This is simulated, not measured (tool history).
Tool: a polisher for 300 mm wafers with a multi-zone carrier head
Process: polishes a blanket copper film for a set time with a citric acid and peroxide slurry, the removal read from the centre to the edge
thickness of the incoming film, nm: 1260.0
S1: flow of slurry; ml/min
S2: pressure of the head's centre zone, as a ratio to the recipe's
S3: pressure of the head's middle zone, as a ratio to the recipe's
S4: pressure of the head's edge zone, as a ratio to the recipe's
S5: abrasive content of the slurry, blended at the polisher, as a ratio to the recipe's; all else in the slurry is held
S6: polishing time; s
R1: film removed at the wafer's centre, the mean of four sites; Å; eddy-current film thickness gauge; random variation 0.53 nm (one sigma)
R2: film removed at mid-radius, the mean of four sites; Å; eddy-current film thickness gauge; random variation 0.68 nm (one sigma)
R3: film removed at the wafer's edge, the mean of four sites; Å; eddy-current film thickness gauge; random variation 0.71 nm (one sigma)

run 1 hour=0 | S1=275 S2=1 S3=1 S4=1 S5=1 S6=44 | R1=629.91 R2=642.48 R3=633.12
run 2 hour=6.1 | S1=305 S2=1 S3=1 S4=1 S5=1 S6=44 | R1=646.85 R2=661.82 R3=638.78
run 3 hour=13.5 | S1=305 S2=1 S3=1 S4=1 S5=1 S6=50 | R1=730.57 R2=733.87 R3=729.91
run 4 hour=19.8 | S1=305 S2=0.96 S3=1 S4=1 S5=1 S6=50 | R1=698.25 R2=721.17 R3=720.54
run 5 hour=22.9 | S1=305 S2=1.01 S3=1 S4=1 S5=1 S6=50 | R1=740.72 R2=737.54 R3=707.07
run 6 hour=26 | S1=300 S2=1.01 S3=0.96 S4=0.99 S5=0.9 S6=47 | R1=691.17 R2=683.27 R3=650.52

Forecast run 7:
run 7 hour=30.5 | S1=280 S2=1.02 S3=0.92 S4=1.03 S5=0.95 S6=43 | R1=? R2=? R3=?

{"run 7": {"R1": 630.84, "R2": 578.98, "R3": 631.16}}
